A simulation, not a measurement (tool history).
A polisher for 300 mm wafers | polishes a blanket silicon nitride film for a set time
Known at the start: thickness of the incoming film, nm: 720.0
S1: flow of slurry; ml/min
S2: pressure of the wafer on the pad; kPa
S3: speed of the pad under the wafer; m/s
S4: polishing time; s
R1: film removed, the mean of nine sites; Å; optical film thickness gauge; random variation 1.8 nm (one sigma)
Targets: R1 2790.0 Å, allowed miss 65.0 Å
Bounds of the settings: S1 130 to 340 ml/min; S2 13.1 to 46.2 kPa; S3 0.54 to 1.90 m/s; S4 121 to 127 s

run 1 hour=0.0 | S1=220 S2=29.6 S3=1.22 S4=121 | R1=2944.0
run 2 hour=5.5 | S1=215 S2=29.0 S3=1.22 S4=121 | R1=2877.7
run 3 hour=7.7 | S1=215 S2=29.0 S3=1.22 S4=127 | R1=3000.1
run 4 hour=15.0 | S1=195 S2=29.0 S3=1.22 S4=127 | R1=2967.3
run 5 hour=24.0 | S1=195 S2=29.0 S3=1.04 S4=127 | R1=2694.8
run 6 hour=32.0 | S1=195 S2=29.0 S3=1.28 S4=127 | R1=3056.4
run 7 hour=40.5 | S1=180 S2=28.3 S3=1.28 S4=127 | R1=2917.5
run 8 hour=47.3 | S1=170 S2=28.3 S3=1.28 S4=127 | R1=2927.8
-- hour=48.7 worn pad replaced by a new one
run 9 hour=48.7 | S1=165 S2=28.3 S3=1.28 S4=127 | R1=3315.9
run 10 hour=50.0 | S1=185 S2=28.3 S3=1.28 S4=127 | R1=3360.2
run 11 hour=52.5 | S1=185 S2=24.8 S3=1.26 S4=127 | R1=2894.3

5 next moves are on the table. One of them brings every result within its allowed miss. Which?
run A hour=55.0 | S1=195 S2=24.1 S3=1.38 S4=127 | R1=?
run B hour=55.0 | S1=145 S2=22.1 S3=1.88 S4=127 | R1=?
run C hour=55.0 | S1=195 S2=25.5 S3=1.30 S4=122 | R1=?
run D hour=55.0 | S1=180 S2=24.1 S3=1.44 S4=127 | R1=?
run E hour=55.0 | S1=190 S2=25.5 S3=1.14 S4=124 | R1=?

move=A R1=2988.1
move=B R1=3138.8
move=C R1=2926.8
move=D R1=3026.1
move=E R1=2755.0
A: further off than the last run
B: further off than the last run
C: further off than the last run
D: further off than the last run
E: meets every target
The right move is E.
